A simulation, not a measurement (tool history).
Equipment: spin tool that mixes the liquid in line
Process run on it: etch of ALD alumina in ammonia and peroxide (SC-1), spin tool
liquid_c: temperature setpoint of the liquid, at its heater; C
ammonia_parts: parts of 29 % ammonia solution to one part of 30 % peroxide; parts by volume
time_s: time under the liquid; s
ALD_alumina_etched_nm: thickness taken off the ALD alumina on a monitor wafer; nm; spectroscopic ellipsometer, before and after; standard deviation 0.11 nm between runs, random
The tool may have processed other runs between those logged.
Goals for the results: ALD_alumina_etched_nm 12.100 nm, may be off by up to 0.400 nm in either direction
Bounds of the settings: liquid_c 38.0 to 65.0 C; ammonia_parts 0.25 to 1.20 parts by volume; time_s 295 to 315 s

| run | hour | liquid_c | ammonia_parts | time_s | ALD_alumina_etched_nm |
|---|---|---|---|---|---|
| 1 | 0.0 | 49.0 | 0.95 | 295 | 15.464 |
| 2 | 7.3 | 49.0 | 0.95 | 315 | 16.454 |
| 3 | 12.6 | 49.0 | 0.95 | 295 | 15.104 |
| 4 | 18.7 | 55.0 | 0.95 | 295 | 21.318 |
| 5 | 20.3 | 55.0 | 0.80 | 295 | 20.782 |
| 6 | 21.5 | 53.5 | 0.80 | 295 | 19.541 |
| 7 | 28.1 | 52.5 | 0.80 | 295 | 18.092 |
| 8 | 32.0 | 51.5 | 0.80 | 295 | 17.416 |
| 9 | 33.1 | 50.5 | 0.80 | 295 | 16.384 |
| 10 | 40.9 | 49.5 | 0.80 | 295 | 15.230 |
| 11 | 45.2 | 49.0 | 0.80 | 295 | 15.181 |
| 12 | 48.0 | 48.5 | 0.80 | 295 | 14.299 |
| 13 | 51.6 | 48.0 | 0.80 | 295 | 14.258 |
| 14 | 57.0 | 47.5 | 0.80 | 295 | 13.774 |
| 15 | 57.9 | 47.0 | 0.80 | 295 | 13.359 |
| 16 | 60.2 | 46.0 | 0.80 | 295 | 12.903 |

Below are 4 possible settings for the next run. Only one of them brings all results inside the allowed miss of their targets. Which is it?
| A | 62.5 | 46.5 | 0.65 | 315 | ? |
| B | 62.5 | 43.5 | 0.95 | 315 | ? |
| C | 62.5 | 48.5 | 0.40 | 295 | ? |
| D | 62.5 | 45.5 | 0.70 | 315 | ? |

| move | ALD_alumina_etched_nm |
|---|---|
| A | 13.545 |
| B | 11.839 |
| C | 13.547 |
| D | 12.891 |
A: misses by more than the last run did
B: every result within its allowed miss
C: misses by more than the last run did
D: roughly where the last run was
Answer: B
